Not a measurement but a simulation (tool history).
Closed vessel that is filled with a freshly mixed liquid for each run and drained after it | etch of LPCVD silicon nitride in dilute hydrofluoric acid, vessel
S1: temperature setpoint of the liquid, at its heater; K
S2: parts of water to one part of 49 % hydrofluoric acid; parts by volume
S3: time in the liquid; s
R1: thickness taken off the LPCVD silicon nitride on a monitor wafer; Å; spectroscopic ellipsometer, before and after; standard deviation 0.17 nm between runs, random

run  hour      S1   S2    S3      R1
  1     0  298.15  120  3155  138.69
  2   4.9  299.65  120  3155  153.77
  3  12.8  299.65  145  3155  128.52
  4  16.7  301.15  145  3155  140.63
  5  25.1  302.15  145  3155  147.06
  6  34.4  304.15  145  3155  166.86
  7  41.5  304.65  145  3155  171.98
  8  44.9  304.65  145  3155  175.49
  9  49.4  305.15  145  3155  177.64

Expected results for the next run?
 10  52.6  305.65  145  3155   ?

Run 10 produced R1 183.53 Å.
